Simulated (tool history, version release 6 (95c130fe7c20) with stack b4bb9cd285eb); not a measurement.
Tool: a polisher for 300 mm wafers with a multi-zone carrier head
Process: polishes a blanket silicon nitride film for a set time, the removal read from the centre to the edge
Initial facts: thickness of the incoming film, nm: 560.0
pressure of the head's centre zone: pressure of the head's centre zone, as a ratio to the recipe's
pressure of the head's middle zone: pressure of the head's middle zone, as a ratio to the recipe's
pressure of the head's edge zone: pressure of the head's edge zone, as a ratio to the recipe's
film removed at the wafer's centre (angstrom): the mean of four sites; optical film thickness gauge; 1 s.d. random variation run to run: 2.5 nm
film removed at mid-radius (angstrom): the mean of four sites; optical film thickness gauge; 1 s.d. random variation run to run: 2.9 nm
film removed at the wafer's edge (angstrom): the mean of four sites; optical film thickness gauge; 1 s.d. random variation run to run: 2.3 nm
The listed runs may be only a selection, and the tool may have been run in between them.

run	hour	flow of slurry (ml/min)	pressure of the head's centre zone	pressure of the head's middle zone	pressure of the head's edge zone	polishing time (s)	film removed at the wafer's centre (angstrom)	film removed at mid-radius (angstrom)	film removed at the wafer's edge (angstrom)
1	0.0	145	1.00	1.00	1.00	85	1462.8	1443.4	1485.2
2	6.1	150	1.01	1.00	1.01	87	1499.1	1544.8	1542.4
3	11.9	150	0.93	1.00	1.01	87	1387.1	1476.9	1534.1
4	19.9	150	0.93	1.00	0.95	87	1394.7	1467.3	1481.0
5	21.1	140	0.93	1.00	0.95	87	1348.8	1485.0	1468.5
# hour 22.2: worn pad replaced by a new one
6	22.2	145	0.94	1.00	0.96	89	1526.9	1657.8	1638.6
7	27.8	145	0.95	0.99	0.96	90	1558.9	1685.7	1675.6
8	28.8	145	0.95	0.99	0.96	90	1588.3	1665.7	1674.9

The next listed run, before its measurement:
9	32.5	140	0.96	0.98	0.96	90	?	?	?

Logged for run 9: film removed at the wafer's centre (angstrom) 1584.2, film removed at mid-radius (angstrom) 1654.3, film removed at the wafer's edge (angstrom) 1679.9.
